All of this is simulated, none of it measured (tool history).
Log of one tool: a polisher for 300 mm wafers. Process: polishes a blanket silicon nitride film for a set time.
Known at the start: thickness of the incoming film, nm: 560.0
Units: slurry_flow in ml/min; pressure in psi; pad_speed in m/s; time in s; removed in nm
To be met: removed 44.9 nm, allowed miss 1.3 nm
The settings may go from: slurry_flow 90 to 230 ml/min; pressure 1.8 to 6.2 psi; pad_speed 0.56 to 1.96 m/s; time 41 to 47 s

{"run": 1, "hour": 0.0, "slurry_flow": 150, "pressure": 4, "pad_speed": 1.26, "time": 47, "removed": 103.58}
{"run": 2, "hour": 5.4, "slurry_flow": 150, "pressure": 4, "pad_speed": 1.26, "time": 41, "removed": 89.246}
{"run": 3, "hour": 13.3, "slurry_flow": 150, "pressure": 3.1, "pad_speed": 1.26, "time": 41, "removed": 71.251}
{"run": 4, "hour": 14.1, "slurry_flow": 150, "pressure": 3.1, "pad_speed": 1.54, "time": 41, "removed": 84.087}
{"run": 5, "hour": 16.9, "slurry_flow": 145, "pressure": 2.9, "pad_speed": 1.5, "time": 41, "removed": 78.577}
{"run": 6, "hour": 19.9, "slurry_flow": 145, "pressure": 2.8, "pad_speed": 1.46, "time": 41, "removed": 72.817}
{"run": 7, "hour": 27.8, "slurry_flow": 140, "pressure": 2.7, "pad_speed": 1.44, "time": 41, "removed": 69.266}
{"run": 8, "hour": 34.7, "slurry_flow": 140, "pressure": 2.7, "pad_speed": 1.44, "time": 41, "removed": 71.129}
{"run": 9, "hour": 35.9, "slurry_flow": 140, "pressure": 2.6, "pad_speed": 1.4, "time": 41, "removed": 66.343}
{"run": 10, "hour": 41.8, "slurry_flow": 140, "pressure": 2.6, "pad_speed": 1.4, "time": 41, "removed": 66.543}
{"run": 11, "hour": 44.1, "slurry_flow": 140, "pressure": 2.5, "pad_speed": 1.38, "time": 41, "removed": 63.975}
{"run": 12, "hour": 50.4, "slurry_flow": 115, "pressure": 1.8, "pad_speed": 1.1, "time": 41, "removed": 38.476}
{"run": 13, "hour": 58.4, "slurry_flow": 120, "pressure": 1.8, "pad_speed": 1.1, "time": 41, "removed": 39.467}
{"run": 14, "hour": 63.5, "slurry_flow": 125, "pressure": 1.8, "pad_speed": 1.1, "time": 41, "removed": 39.614}
{"run": 15, "hour": 66.4, "slurry_flow": 130, "pressure": 1.8, "pad_speed": 1.1, "time": 41, "removed": 39.571}
{"run": 16, "hour": 73.8, "slurry_flow": 150, "pressure": 2.3, "pad_speed": 1.1, "time": 41, "removed": 49.682}
{"run": 17, "hour": 78.0, "slurry_flow": 145, "pressure": 2.3, "pad_speed": 1.1, "time": 41, "removed": 50.109}
{"run": 18, "hour": 85.8, "slurry_flow": 145, "pressure": 2.3, "pad_speed": 1.1, "time": 41, "removed": 49.945}
{"run": 19, "hour": 90.7, "slurry_flow": 140, "pressure": 2.3, "pad_speed": 1.1, "time": 41, "removed": 48.683}
{"run": 20, "hour": 99.3, "slurry_flow": 135, "pressure": 2.3, "pad_speed": 1.1, "time": 41, "removed": 48.312}
{"run": 21, "hour": 103.4, "slurry_flow": 120, "pressure": 2.3, "pad_speed": 1.1, "time": 41, "removed": 47.652}

Which of these 4 next moves meets every target?
{"run": "A", "hour": 107.5, "slurry_flow": 110, "pressure": 2.1, "pad_speed": 1.24, "time": 41, "removed": "?"}
{"run": "B", "hour": 107.5, "slurry_flow": 90, "pressure": 2, "pad_speed": 1.4, "time": 41, "removed": "?"}
{"run": "C", "hour": 107.5, "slurry_flow": 110, "pressure": 2.2, "pad_speed": 1.08, "time": 44, "removed": "?"}
{"run": "D", "hour": 107.5, "slurry_flow": 115, "pressure": 2.6, "pad_speed": 0.92, "time": 41, "removed": "?"}

move=A removed=48.365
move=B removed=48.226
move=C removed=48.251
move=D removed=45.911
A: further off than the last run
B: further off than the last run
C: further off than the last run
D: meets every target
Answer: D

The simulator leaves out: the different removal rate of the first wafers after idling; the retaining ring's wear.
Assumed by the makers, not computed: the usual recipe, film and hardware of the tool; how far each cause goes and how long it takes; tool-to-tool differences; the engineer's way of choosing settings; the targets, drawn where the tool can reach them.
